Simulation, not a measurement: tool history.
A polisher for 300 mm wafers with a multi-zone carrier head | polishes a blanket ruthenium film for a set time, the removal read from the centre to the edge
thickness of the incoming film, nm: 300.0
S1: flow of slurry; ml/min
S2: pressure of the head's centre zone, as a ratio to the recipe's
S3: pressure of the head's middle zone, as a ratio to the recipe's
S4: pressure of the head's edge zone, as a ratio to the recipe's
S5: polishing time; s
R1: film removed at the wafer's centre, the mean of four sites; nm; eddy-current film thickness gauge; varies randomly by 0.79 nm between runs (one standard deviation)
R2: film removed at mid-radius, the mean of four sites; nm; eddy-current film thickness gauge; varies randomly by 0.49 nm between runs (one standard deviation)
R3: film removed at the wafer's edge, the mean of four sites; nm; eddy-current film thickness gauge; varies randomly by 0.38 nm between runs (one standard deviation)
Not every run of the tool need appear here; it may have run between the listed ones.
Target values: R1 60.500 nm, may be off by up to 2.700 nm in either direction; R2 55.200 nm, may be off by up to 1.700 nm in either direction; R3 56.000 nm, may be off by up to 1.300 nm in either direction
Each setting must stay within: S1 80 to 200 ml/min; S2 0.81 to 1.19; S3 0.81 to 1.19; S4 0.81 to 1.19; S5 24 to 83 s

run    day   S1    S2    S3    S4  S5      R1      R2      R3
  1  0.000  130  1.00  1.00  1.00  53  38.916  38.899  38.778
  2  0.071  135  1.01  1.01  1.02  55  40.081  40.474  40.165
  3  0.175  140  1.02  1.01  1.03  57  43.429  42.699  42.553
  4  0.421  145  1.03  1.01  1.04  58  45.948  43.061  43.256
  5  0.700  150  1.03  1.02  1.05  59  45.982  45.005  45.139
  6  0.917  155  1.04  1.03  1.06  60  47.274  45.829  45.541
  7  1.154  160  1.05  1.03  1.07  61  48.093  47.457  46.404
  8  1.283  160  1.06  1.03  1.08  62  50.411  48.818  47.904
  9  1.467  160  1.07  1.03  1.09  63  52.325  48.123  48.709
 10  1.579  165  1.07  1.03  1.10  64  52.398  49.779  50.188
 11  1.617  165  1.08  1.03  1.11  65  54.379  50.426  50.595

Exactly one of the 4 candidate moves below puts every result within its allowed miss. Which one?
  A  1.654  180  1.16  1.02  1.12  74   ?   ?   ?
  B  1.654  175  1.05  0.97  1.01  74   ?   ?   ?
  C  1.654  140  1.15  1.07  1.03  71   ?   ?   ?
  D  1.654  140  1.00  1.06  1.17  71   ?   ?   ?

move      R1      R2      R3
   A  66.390  58.854  59.375
   B  60.333  56.171  56.616
   C  59.889  56.090  53.080
   D  52.820  55.672  56.153
A: takes the result that was furthest off past its target
B: all results land within tolerance of their targets
C: better than the last run, though not everything is in spec
D: meets the target for the result that was furthest off, but another lies outside its allowed miss
Go with B: it meets all targets.
